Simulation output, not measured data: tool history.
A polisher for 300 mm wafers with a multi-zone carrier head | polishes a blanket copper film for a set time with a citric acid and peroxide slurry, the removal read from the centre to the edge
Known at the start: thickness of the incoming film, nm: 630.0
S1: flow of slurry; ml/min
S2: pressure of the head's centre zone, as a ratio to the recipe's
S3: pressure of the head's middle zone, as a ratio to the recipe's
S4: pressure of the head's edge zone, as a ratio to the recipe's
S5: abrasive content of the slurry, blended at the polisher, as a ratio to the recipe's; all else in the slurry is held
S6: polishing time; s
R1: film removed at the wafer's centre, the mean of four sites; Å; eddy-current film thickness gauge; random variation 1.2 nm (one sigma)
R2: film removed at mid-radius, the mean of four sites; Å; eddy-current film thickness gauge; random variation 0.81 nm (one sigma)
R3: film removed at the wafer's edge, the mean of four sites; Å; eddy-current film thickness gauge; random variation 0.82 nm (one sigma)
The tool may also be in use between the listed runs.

run 1 hour=0 | S1=210 S2=1 S3=1 S4=1 S5=1 S6=87 | R1=1464.5 R2=1453.6 R3=1479.3
run 2 hour=1.4 | S1=205 S2=1 S3=0.99 S4=0.96 S5=0.9 S6=86 | R1=1426.7 R2=1380.9 R3=1398.8
run 3 hour=10 | S1=200 S2=1 S3=0.99 S4=0.93 S5=0.8 S6=85 | R1=1368.1 R2=1333.1 R3=1320.1
run 4 hour=11.5 | S1=195 S2=1 S3=0.98 S4=0.91 S5=0.75 S6=85 | R1=1337.6 R2=1276.5 R3=1295.4
run 5 hour=17.6 | S1=230 S2=1 S3=0.98 S4=0.91 S5=0.75 S6=85 | R1=1355.3 R2=1308.8 R3=1315.8
run 6 hour=23.7 | S1=275 S2=1 S3=0.98 S4=0.91 S5=0.75 S6=85 | R1=1407.7 R2=1321.7 R3=1311.9
run 7 hour=26.1 | S1=290 S2=0.97 S3=0.94 S4=0.82 S5=0.5 S6=78 | R1=1133.5 R2=1092.1 R3=1080.6

The next listed run, before its measurement:
run 8 hour=29.4 | S1=290 S2=0.98 S3=0.95 S4=0.83 S5=0.5 S6=78 | R1=? R2=? R3=?

{"run 8": {"R1": 1130, "R2": 1107.3, "R3": 1079.6}}
